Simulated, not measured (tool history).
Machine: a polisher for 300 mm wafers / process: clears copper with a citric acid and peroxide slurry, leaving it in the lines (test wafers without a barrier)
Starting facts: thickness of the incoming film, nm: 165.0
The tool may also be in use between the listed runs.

run  hour  flow of slurry (ml/min)  pressure of the wafer on the pad (psi)  speed of the pad under the wafer (m/s)  abrasive content of the slurry  overpolish time after the end point (s)  time until the end point was called (s)  dishing of a wide line in a test structure (nm)
  1     0                      260                                       2                                    1.26                               1                                       25                                   80.001                                           17.338
  2     9                      285                                       2                                    1.26                               1                                       25                                   82.307                                           16.879
  3  11.4                      285                                       2                                       1                               1                                       25                                   101.68                                           15.767
  4  17.9                      285                                       2                                       1                               1                                       14                                   102.22                                           12.255
  5  26.1                      245                                       2                                       1                               1                                       14                                   102.11                                           11.956
  6  30.6                      245                                       2                                    1.14                               1                                       14                                   91.435                                           12.253
  7  35.9                      250                                     2.3                                    1.22                               1                                       16                                   74.221                                           15.103
  8  40.3                      250                                     2.5                                    1.28                               1                                       15                                   66.525                                           15.724
  9    42                      250                                     2.6                                    1.36                               1                                       15                                   60.774                                            15.89
 10  44.8                      250                                     2.7                                    1.42                               1                                       16                                   55.216                                           17.472
 11  49.1                      250                                     2.8                                    1.46                               1                                       16                                   51.755                                           17.818
 12  57.7                      250                                     2.9                                    1.48                               1                                       16                                   48.457                                           17.542
 13  61.9                      250                                     2.9                                     1.5                               1                                       17                                    49.22                                           18.508

Run 14, settings as shown, results not yet in. Your forecast:
 14  62.7                      250                                     2.9                                    1.52                               1                                       17                                        ?                                                ?

time until the end point was called (s): 46.838
dishing of a wide line in a test structure (nm): 18.533

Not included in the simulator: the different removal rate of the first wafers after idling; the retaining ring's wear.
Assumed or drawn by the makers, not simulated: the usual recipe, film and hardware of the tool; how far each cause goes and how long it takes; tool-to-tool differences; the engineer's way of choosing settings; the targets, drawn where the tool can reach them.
